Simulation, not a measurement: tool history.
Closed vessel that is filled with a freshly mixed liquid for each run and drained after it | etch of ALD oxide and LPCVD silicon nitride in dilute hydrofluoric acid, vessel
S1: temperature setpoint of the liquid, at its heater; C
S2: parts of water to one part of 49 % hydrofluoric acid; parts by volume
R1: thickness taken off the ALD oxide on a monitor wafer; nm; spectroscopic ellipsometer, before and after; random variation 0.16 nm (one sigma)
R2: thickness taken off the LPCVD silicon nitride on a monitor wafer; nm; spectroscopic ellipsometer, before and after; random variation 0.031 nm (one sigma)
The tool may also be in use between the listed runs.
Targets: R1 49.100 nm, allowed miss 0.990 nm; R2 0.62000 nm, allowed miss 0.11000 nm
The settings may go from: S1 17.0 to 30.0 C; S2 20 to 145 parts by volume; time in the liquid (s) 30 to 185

{"run": 1, "hour": 0.0, "S1": 22.0, "S2": 80, "time in the liquid (s)": 95, "R1": 34.467, "R2": 0.47522}
{"run": 2, "hour": 7.7, "S1": 19.0, "S2": 80, "time in the liquid (s)": 95, "R1": 30.525, "R2": 0.36227}
{"run": 3, "hour": 11.2, "S1": 20.0, "S2": 75, "time in the liquid (s)": 95, "R1": 34.068, "R2": 0.39866}
{"run": 4, "hour": 19.1, "S1": 17.0, "S2": 75, "time in the liquid (s)": 95, "R1": 30.027, "R2": 0.33954}
{"run": 5, "hour": 20.7, "S1": 18.5, "S2": 75, "time in the liquid (s)": 95, "R1": 31.863, "R2": 0.38877}
{"run": 6, "hour": 26.5, "S1": 20.0, "S2": 75, "time in the liquid (s)": 95, "R1": 34.01, "R2": 0.4073}
{"run": 7, "hour": 30.7, "S1": 21.0, "S2": 75, "time in the liquid (s)": 95, "R1": 35.351, "R2": 0.45391}
{"run": 8, "hour": 34.1, "S1": 22.0, "S2": 75, "time in the liquid (s)": 95, "R1": 36.935, "R2": 0.48922}
{"run": 9, "hour": 42.3, "S1": 22.5, "S2": 75, "time in the liquid (s)": 95, "R1": 37.743, "R2": 0.51021}
{"run": 10, "hour": 45.6, "S1": 23.0, "S2": 75, "time in the liquid (s)": 95, "R1": 38.647, "R2": 0.5054}
{"run": 11, "hour": 47.6, "S1": 23.5, "S2": 75, "time in the liquid (s)": 95, "R1": 39.249, "R2": 0.56111}
{"run": 12, "hour": 55.3, "S1": 24.0, "S2": 75, "time in the liquid (s)": 95, "R1": 40.436, "R2": 0.533}
{"run": 13, "hour": 63.5, "S1": 24.5, "S2": 75, "time in the liquid (s)": 95, "R1": 41.097, "R2": 0.57002}
{"run": 14, "hour": 65.4, "S1": 25.0, "S2": 75, "time in the liquid (s)": 95, "R1": 41.826, "R2": 0.60456}
{"run": 15, "hour": 74.6, "S1": 25.5, "S2": 75, "time in the liquid (s)": 95, "R1": 42.672, "R2": 0.59102}
{"run": 16, "hour": 79.8, "S1": 26.0, "S2": 75, "time in the liquid (s)": 95, "R1": 43.704, "R2": 0.63857}
{"run": 17, "hour": 80.8, "S1": 26.5, "S2": 70, "time in the liquid (s)": 95, "R1": 47.579, "R2": 0.73313}

4 next moves are on the table. One of them brings every result within its allowed miss. Which?
{"run": "A", "hour": 81.8, "S1": 22.0, "S2": 80, "time in the liquid (s)": 130, "R1": "?", "R2": "?"}
{"run": "B", "hour": 81.8, "S1": 24.0, "S2": 80, "time in the liquid (s)": 120, "R1": "?", "R2": "?"}
{"run": "C", "hour": 81.8, "S1": 21.0, "S2": 90, "time in the liquid (s)": 155, "R1": "?", "R2": "?"}
{"run": "D", "hour": 81.8, "S1": 23.5, "S2": 70, "time in the liquid (s)": 110, "R1": "?", "R2": "?"}

move=A R1=47.149 R2=0.67245
move=B R1=47.199 R2=0.70976
move=C R1=47.400 R2=0.66765
move=D R1=49.076 R2=0.71760
A: further off than the last run
B: further off than the last run
C: further off than the last run
D: meets every target
Answer: D

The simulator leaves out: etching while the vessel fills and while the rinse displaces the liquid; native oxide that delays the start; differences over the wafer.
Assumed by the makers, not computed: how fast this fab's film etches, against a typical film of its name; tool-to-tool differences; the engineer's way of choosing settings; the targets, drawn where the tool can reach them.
